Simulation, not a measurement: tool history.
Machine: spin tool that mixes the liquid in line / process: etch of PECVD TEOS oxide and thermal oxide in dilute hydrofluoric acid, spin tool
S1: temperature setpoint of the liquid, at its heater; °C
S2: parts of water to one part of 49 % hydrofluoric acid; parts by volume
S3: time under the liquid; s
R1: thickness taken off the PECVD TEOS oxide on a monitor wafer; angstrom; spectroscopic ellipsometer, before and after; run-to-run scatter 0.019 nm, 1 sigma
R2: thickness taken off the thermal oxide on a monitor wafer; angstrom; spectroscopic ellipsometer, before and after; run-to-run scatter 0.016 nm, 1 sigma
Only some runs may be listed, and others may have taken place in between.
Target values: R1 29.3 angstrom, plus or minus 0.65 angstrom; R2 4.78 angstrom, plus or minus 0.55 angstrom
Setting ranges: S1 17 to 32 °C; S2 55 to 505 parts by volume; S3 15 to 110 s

run,hour,S1,S2,S3,R1,R2
1,0,24,280,55,45.978,7.692
2,6.9,21.5,280,55,42.16,7.0013
3,7.5,21.5,280,70,53.511,8.7427
4,8.6,21,295,70,48.785,8.0532
5,12.3,21,345,70,40.746,6.6403
6,17.2,20.5,355,70,38.266,5.8586
7,19.1,20,360,70,36.919,6.2064
8,20.5,19.5,365,70,35.47,5.8231
9,23,19,370,70,34.831,5.8643
10,26.9,19,375,70,34.058,5.7585
11,27.6,19,380,70,33.37,5.6419
12,34.4,19,385,70,32.381,5.244

Exactly one of the 4 candidate moves below puts every result within its allowed miss. Which one?
A,41.2,21,405,75,?,?
B,41.2,17,445,85,?,?
C,41.2,17,255,40,?,?
D,41.2,20.5,375,55,?,?

move,R1,R2
A,34.939,5.8335
B,30.379,5.0721
C,29.076,4.8546
D,27.897,4.6577
A: misses by more than the last run did
B: nearer than the last run, and not there yet
C: each result inside its tolerance
D: the result that was furthest off in the last run now lies on the other side of its target
Move C is the one to make.
